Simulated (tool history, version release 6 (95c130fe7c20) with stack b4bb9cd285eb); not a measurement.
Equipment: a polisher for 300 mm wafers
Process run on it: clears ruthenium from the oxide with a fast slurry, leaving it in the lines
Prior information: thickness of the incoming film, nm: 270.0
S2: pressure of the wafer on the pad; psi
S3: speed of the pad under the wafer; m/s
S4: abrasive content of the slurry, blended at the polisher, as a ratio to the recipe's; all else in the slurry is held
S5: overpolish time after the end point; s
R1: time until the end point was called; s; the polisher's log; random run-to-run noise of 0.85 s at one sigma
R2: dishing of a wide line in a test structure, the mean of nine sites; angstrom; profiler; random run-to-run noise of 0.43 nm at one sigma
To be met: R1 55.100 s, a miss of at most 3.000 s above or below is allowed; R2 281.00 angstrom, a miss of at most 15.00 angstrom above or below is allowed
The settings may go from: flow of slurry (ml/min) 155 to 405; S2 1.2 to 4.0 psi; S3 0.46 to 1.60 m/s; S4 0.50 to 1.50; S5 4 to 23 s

Run 1, hour 0.0: flow of slurry (ml/min) 260, S2 2.6 psi, S3 1.02 m/s, S4 1.00, S5 12 s. Result: R1 71.722 s, R2 232.99 angstrom.
Run 2, hour 1.9: flow of slurry (ml/min) 260, S2 2.6 psi, S3 0.90 m/s, S4 1.00, S5 12 s. Result: R1 81.146 s, R2 224.71 angstrom.
Run 3, hour 10.7: flow of slurry (ml/min) 260, S2 2.6 psi, S3 0.90 m/s, S4 0.85, S5 12 s. Result: R1 89.594 s, R2 206.69 angstrom.
Run 4, hour 19.4: flow of slurry (ml/min) 260, S2 2.7 psi, S3 0.90 m/s, S4 0.85, S5 12 s. Result: R1 86.761 s, R2 211.11 angstrom.
Run 5, hour 20.5: flow of slurry (ml/min) 285, S2 2.7 psi, S3 0.90 m/s, S4 0.85, S5 12 s. Result: R1 85.149 s, R2 210.05 angstrom.
Run 6, hour 22.6: flow of slurry (ml/min) 285, S2 2.8 psi, S3 0.90 m/s, S4 0.85, S5 12 s. Result: R1 83.754 s, R2 215.77 angstrom.
Run 7, hour 30.7: flow of slurry (ml/min) 285, S2 2.9 psi, S3 0.90 m/s, S4 0.85, S5 12 s. Result: R1 78.520 s, R2 219.64 angstrom.
Run 8, hour 36.4: flow of slurry (ml/min) 285, S2 3.0 psi, S3 0.90 m/s, S4 0.85, S5 12 s. Result: R1 76.970 s, R2 226.21 angstrom.
Run 9, hour 37.9: flow of slurry (ml/min) 285, S2 3.7 psi, S3 0.94 m/s, S4 0.85, S5 13 s. Result: R1 60.379 s, R2 257.88 angstrom.

4 next moves are on the table. One of them brings every result within its allowed miss. Which?
Run A, hour 39.4: flow of slurry (ml/min) 255, S2 3.5 psi, S3 0.86 m/s, S4 0.95, S5 15 s. Result: R1 ?, R2 ?.
Run B, hour 39.4: flow of slurry (ml/min) 270, S2 3.8 psi, S3 0.94 m/s, S4 0.95, S5 14 s. Result: R1 ?, R2 ?.
Run C, hour 39.4: flow of slurry (ml/min) 265, S2 3.5 psi, S3 1.06 m/s, S4 0.90, S5 10 s. Result: R1 ?, R2 ?.
Run D, hour 39.4: flow of slurry (ml/min) 310, S2 4.0 psi, S3 0.86 m/s, S4 0.85, S5 11 s. Result: R1 ?, R2 ?.

move      R1      R2
   A  64.254  270.12
   B  54.331  279.20
   C  54.721  244.60
   D  60.105  244.76
A: its largest miss is bigger than the last run's
B: every result within its allowed miss
C: the furthest-off result lands on target, but another misses its tolerance
D: its largest miss is bigger than the last run's
B is the move that brings every result within its allowed miss.

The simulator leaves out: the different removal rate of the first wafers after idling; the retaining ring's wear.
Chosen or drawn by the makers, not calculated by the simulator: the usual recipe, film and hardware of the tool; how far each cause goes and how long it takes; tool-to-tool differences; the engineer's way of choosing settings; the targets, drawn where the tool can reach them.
